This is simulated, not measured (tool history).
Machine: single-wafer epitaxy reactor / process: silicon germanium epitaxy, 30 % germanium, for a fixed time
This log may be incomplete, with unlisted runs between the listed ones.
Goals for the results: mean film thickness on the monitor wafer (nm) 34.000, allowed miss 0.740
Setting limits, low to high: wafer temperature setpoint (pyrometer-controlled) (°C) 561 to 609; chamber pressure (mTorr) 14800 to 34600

run  hour  wafer temperature setpoint (pyrometer-controlled) (°C)  chamber pressure (mTorr)  mean film thickness on the monitor wafer (nm)
  1   0.0                                                     585                     24700                                         48.842
  2   4.9                                                     581                     24600                                         44.951
  3   8.0                                                     592                     24600                                         57.322
  4  15.0                                                     587                     24500                                         51.617
  5  16.5                                                     594                     24500                                         59.191
  6  23.0                                                     584                     24500                                         47.963
  7  27.3                                                     580                     24400                                         44.107
  8  28.8                                                     577                     24300                                         40.847
  9  35.9                                                     577                     24300                                         40.931
 10  38.1                                                     575                     24300                                         39.121
 11  46.4                                                     574                     24300                                         38.650
 12  47.4                                                     573                     24300                                         37.811
 13  50.9                                                     572                     24300                                         36.968
 14  57.6                                                     571                     24300                                         36.019
 15  66.5                                                     570                     24300                                         35.436

Exactly one of the 4 candidate moves below puts every result within its allowed miss. Which one?
  A  75.4                                                     569                     26700                                              ?
  B  75.4                                                     572                     23100                                              ?
  C  75.4                                                     567                     26700                                              ?
  D  75.4                                                     572                     23000                                              ?

move  mean film thickness on the monitor wafer (nm)
   A                                         36.068
   B                                         36.350
   C                                         34.476
   D                                         36.285
A: further off than the last run
B: further off than the last run
C: every result lands within tolerance
D: further off than the last run
C is the move that brings every result within its allowed miss.
